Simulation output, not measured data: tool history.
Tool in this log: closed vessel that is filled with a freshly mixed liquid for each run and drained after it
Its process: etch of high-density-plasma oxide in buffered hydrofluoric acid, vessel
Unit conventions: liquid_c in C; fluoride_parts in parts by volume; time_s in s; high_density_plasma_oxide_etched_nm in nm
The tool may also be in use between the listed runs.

run  hour  liquid_c  fluoride_parts  time_s  high_density_plasma_oxide_etched_nm
  1     0        24            14.5     105                               93.326
  2   6.5      25.5            14.5     105                               102.47
  3  11.8      25.5            16.5     105                               90.293
  4  15.1      25.5            12.5     105                               119.23
  5  23.6      27.5              12     105                               139.12
  6  29.8        29              12     105                               147.92
  7  35.2        30            11.5     105                               165.96

The next listed run, before its measurement:
  8  37.3      30.5            11.5     105                                    ?

{"run 8": {"high_density_plasma_oxide_etched_nm": 170.53}}
